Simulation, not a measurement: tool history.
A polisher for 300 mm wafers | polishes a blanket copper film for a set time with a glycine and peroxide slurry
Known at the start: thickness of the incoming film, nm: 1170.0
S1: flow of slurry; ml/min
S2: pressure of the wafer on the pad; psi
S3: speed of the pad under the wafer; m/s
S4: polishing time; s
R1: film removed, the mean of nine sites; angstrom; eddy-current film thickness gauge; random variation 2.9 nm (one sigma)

run  hour   S1   S2    S3   S4      R1
  1     0  265  1.9  0.84  105  3752.7
  2   0.8  265  2.4  0.84  105  4430.5
  3   4.6  265  2.1  0.82  105  3911.9
  4   9.3  265  1.8  0.82  105  3490.1
  5  10.5  265  2.3  0.82  105  4153.6
     12.8  -- slurry nozzle cleaned
  6  12.8  265  2.3  1.02  105    4879
  7  17.1  260    2  0.96  105  4271.9
  8  24.6  250  1.4  0.72  105  2920.2
  9  32.2  250  1.3  0.72  105  2765.2

Forecast run 10:
 10  35.4  250  1.2  0.72  105   ?

{"run 10": {"R1": 2640.9}}
